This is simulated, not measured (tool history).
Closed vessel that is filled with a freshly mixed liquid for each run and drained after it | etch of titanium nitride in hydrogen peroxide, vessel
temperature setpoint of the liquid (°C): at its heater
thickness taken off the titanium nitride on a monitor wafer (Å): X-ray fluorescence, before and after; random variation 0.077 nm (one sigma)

run	hour	temperature setpoint of the liquid (°C)	concentration of hydrogen peroxide in the mixed liquid (% by weight)	time in the liquid (s)	thickness taken off the titanium nitride on a monitor wafer (Å)
1	0.0	55.0	20.0	230	115.86
2	2.5	55.0	16.5	230	111.62
3	3.7	55.0	16.5	185	89.53
4	12.6	58.0	18.0	185	112.66
5	16.8	60.5	20.5	190	140.55
6	22.6	60.5	20.5	230	169.93
7	29.8	61.5	20.5	230	182.72
8	32.8	62.5	20.5	230	194.57
9	38.7	63.0	20.5	230	200.62
10	42.8	63.5	20.5	230	208.95

The next listed run, before its measurement:
11	45.8	64.0	20.5	230	?

Run 11 gave thickness taken off the titanium nitride on a monitor wafer (Å) 215.33.

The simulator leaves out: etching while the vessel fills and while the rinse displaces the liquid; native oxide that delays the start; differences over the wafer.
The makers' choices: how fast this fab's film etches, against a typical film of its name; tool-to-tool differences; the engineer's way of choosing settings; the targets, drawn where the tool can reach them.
